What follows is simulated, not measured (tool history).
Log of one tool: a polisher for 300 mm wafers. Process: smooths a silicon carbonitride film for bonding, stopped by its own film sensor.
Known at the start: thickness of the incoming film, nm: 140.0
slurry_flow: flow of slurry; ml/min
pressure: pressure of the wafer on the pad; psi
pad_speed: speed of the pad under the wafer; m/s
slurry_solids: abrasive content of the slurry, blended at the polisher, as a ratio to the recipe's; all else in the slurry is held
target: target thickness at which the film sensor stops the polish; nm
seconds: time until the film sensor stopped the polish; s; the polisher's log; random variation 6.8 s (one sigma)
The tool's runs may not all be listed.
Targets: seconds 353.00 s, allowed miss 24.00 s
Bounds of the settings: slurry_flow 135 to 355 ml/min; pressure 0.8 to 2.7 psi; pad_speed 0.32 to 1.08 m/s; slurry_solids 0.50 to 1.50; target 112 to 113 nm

Run 1, hour 0.0: slurry_flow 225 ml/min, pressure 1.7 psi, pad_speed 0.70 m/s, slurry_solids 1.00, target 113 nm. Result: seconds 184.07 s.
Run 2, hour 5.2: slurry_flow 225 ml/min, pressure 1.5 psi, pad_speed 0.68 m/s, slurry_solids 1.00, target 113 nm. Result: seconds 214.70 s.
Run 3, hour 5.8: slurry_flow 200 ml/min, pressure 1.5 psi, pad_speed 0.68 m/s, slurry_solids 1.00, target 113 nm. Result: seconds 224.19 s.
Run 4, hour 9.7: slurry_flow 195 ml/min, pressure 1.4 psi, pad_speed 0.68 m/s, slurry_solids 1.00, target 113 nm. Result: seconds 233.18 s.
Run 5, hour 15.7: slurry_flow 195 ml/min, pressure 1.4 psi, pad_speed 0.68 m/s, slurry_solids 1.00, target 112 nm. Result: seconds 239.93 s.
Run 6, hour 23.7: slurry_flow 195 ml/min, pressure 1.3 psi, pad_speed 0.66 m/s, slurry_solids 1.00, target 112 nm. Result: seconds 260.70 s.
Run 7, hour 27.2: slurry_flow 195 ml/min, pressure 1.2 psi, pad_speed 0.66 m/s, slurry_solids 1.00, target 112 nm. Result: seconds 275.20 s.
Run 8, hour 32.2: slurry_flow 195 ml/min, pressure 1.1 psi, pad_speed 0.66 m/s, slurry_solids 1.00, target 112 nm. Result: seconds 298.85 s.

Which of these 5 next moves meets every target?
Run A, hour 37.2: slurry_flow 240 ml/min, pressure 1.1 psi, pad_speed 0.66 m/s, slurry_solids 1.15, target 112 nm. Result: seconds ?.
Run B, hour 37.2: slurry_flow 240 ml/min, pressure 1.2 psi, pad_speed 0.44 m/s, slurry_solids 1.10, target 113 nm. Result: seconds ?.
Run C, hour 37.2: slurry_flow 185 ml/min, pressure 1.1 psi, pad_speed 0.68 m/s, slurry_solids 0.90, target 113 nm. Result: seconds ?.
Run D, hour 37.2: slurry_flow 260 ml/min, pressure 1.6 psi, pad_speed 0.44 m/s, slurry_solids 0.95, target 113 nm. Result: seconds ?.
Run E, hour 37.2: slurry_flow 175 ml/min, pressure 0.8 psi, pad_speed 0.70 m/s, slurry_solids 0.90, target 113 nm. Result: seconds ?.

move  seconds
   A   278.80
   B   349.07
   C   306.06
   D   281.22
   E   407.88
A: further off than the last run
B: meets every target
C: nearer than the last run, and not there yet
D: further off than the last run
E: takes the result that was furthest off past its target
Answer: B

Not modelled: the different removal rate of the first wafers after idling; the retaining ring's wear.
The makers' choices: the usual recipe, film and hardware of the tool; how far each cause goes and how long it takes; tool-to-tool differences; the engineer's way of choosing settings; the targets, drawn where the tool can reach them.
